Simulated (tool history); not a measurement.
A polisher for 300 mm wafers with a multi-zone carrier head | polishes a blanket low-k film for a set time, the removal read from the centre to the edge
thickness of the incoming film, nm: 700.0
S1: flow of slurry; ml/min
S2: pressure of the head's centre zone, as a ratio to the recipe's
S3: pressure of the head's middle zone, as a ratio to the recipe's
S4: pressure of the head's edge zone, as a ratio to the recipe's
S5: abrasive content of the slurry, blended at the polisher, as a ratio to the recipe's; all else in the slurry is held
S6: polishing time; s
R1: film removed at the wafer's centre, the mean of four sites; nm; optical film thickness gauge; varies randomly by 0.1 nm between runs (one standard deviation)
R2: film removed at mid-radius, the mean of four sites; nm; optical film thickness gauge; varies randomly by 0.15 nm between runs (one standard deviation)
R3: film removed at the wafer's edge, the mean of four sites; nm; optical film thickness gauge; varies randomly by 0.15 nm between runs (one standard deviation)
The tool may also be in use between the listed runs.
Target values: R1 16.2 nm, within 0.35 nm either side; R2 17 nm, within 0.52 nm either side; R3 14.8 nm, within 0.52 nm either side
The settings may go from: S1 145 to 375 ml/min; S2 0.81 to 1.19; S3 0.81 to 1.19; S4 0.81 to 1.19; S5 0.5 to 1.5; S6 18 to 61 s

run 1 hour=0 | S1=240 S2=1 S3=1 S4=1 S5=1 S6=39 | R1=9.1412 R2=9.239 R3=9.2533
run 2 hour=4.9 | S1=240 S2=1 S3=1 S4=1 S5=1 S6=30 | R1=7.0783 R2=7.2311 R3=7.1688
run 3 hour=13.4 | S1=240 S2=1 S3=1 S4=1 S5=1 S6=23 | R1=5.4619 R2=5.5455 R3=5.4778
run 4 hour=18.8 | S1=240 S2=1 S3=1 S4=1 S5=1 S6=29 | R1=6.8662 R2=7.0009 R3=6.8188
run 5 hour=20.5 | S1=240 S2=1 S3=1.05 S4=1 S5=1 S6=29 | R1=6.8195 R2=7.1956 R3=6.873
run 6 hour=27 | S1=240 S2=1 S3=1.05 S4=1 S5=1 S6=19 | R1=4.4508 R2=4.8137 R3=4.5581
run 7 hour=35.4 | S1=270 S2=1.01 S3=1.07 S4=0.97 S5=1.15 S6=28 | R1=7.394 R2=7.877 R3=7.238
run 8 hour=40.4 | S1=340 S2=1.07 S3=1.17 S4=1.01 S5=1.4 S6=39 | R1=12.402 R2=13.363 R3=11.666
run 9 hour=43.7 | S1=345 S2=1.08 S3=1.18 S4=1.01 S5=1.45 S6=41 | R1=13.285 R2=14.218 R3=12.306
run 10 hour=45.7 | S1=350 S2=1.09 S3=1.18 S4=1.02 S5=1.45 S6=43 | R1=14.159 R2=14.831 R3=12.852
run 11 hour=52.2 | S1=355 S2=1.09 S3=1.18 S4=1.03 S5=1.45 S6=45 | R1=14.912 R2=15.774 R3=13.644
run 12 hour=57.2 | S1=360 S2=1.09 S3=1.18 S4=1.04 S5=1.45 S6=46 | R1=15.149 R2=16.014 R3=14.151

Exactly one of the 5 candidate moves below puts every result within its allowed miss. Which one?
run A hour=62.2 | S1=345 S2=1.08 S3=1.16 S4=0.99 S5=1.5 S6=49 | R1=? R2=? R3=?
run B hour=62.2 | S1=335 S2=1.08 S3=1.17 S4=1.07 S5=1.3 S6=47 | R1=? R2=? R3=?
run C hour=62.2 | S1=375 S2=0.98 S3=1.18 S4=1.15 S5=1.25 S6=49 | R1=? R2=? R3=?
run D hour=62.2 | S1=370 S2=1.08 S3=1.19 S4=1.05 S5=1.45 S6=43 | R1=? R2=? R3=?
run E hour=62.2 | S1=355 S2=1.01 S3=1.17 S4=1.12 S5=1.45 S6=47 | R1=? R2=? R3=?

move=A R1=16.13 R2=17.051 R3=14.648
move=B R1=14.462 R2=15.393 R3=13.653
move=C R1=13.549 R2=16.003 R3=14.584
move=D R1=14.047 R2=15.14 R3=13.096
move=E R1=14.295 R2=16.275 R3=14.75
A: each result inside its tolerance
B: the biggest miss grows against the last run
C: the biggest miss grows against the last run
D: the biggest miss grows against the last run
E: the biggest miss grows against the last run
Move A is the one to make.

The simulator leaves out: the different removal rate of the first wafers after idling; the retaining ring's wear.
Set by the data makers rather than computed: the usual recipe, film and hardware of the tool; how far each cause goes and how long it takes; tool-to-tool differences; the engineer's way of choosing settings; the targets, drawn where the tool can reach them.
